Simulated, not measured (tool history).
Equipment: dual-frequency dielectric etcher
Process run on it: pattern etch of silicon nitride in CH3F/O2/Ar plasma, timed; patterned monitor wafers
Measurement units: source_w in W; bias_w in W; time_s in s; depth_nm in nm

run  hour  source_w  bias_w  time_s  depth_nm
  1   0.0       320      58    39.5    22.188
  2   6.1       320      58    36.5    20.741
  3  14.7       320      63    36.5    21.464
  4  20.5       340      66    37.0    22.740
  5  24.0       300      66    37.0    21.564
  6  26.1       320      68    37.0    22.553
  7  32.2       340      69    37.0    23.314

What will run 8 give?
  8  38.6       360      70    37.0         ?

{"run 8": {"depth_nm": 23.856}}
